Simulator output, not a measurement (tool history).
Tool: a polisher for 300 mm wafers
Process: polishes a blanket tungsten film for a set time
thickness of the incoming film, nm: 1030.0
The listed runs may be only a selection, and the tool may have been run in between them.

| run | hour | flow of slurry (ml/min) | pressure of the wafer on the pad (psi) | speed of the pad under the wafer (cm/s) | abrasive content of the slurry | polishing time (s) | film removed (angstrom) |
|---|---|---|---|---|---|---|---|
| 1 | 0 | 310 | 4.1 | 86 | 1 | 42 | 1894.4 |
| 2 | 8.3 | 310 | 4.1 | 78 | 1 | 42 | 1743 |
| 3 | 12.5 | 280 | 4.1 | 78 | 1 | 42 | 1725.3 |
| 4 | 17.9 | 280 | 4.1 | 78 | 1 | 38 | 1568.1 |
| 5 | 20.8 | 290 | 4.3 | 78 | 1 | 38 | 1607.5 |
| 6 | 25.7 | 290 | 4.3 | 78 | 0.85 | 38 | 1571 |

The next listed run, before its measurement:
| 7 | 27 | 295 | 4.5 | 78 | 0.85 | 38 | ? |

film removed (angstrom): 1641.6
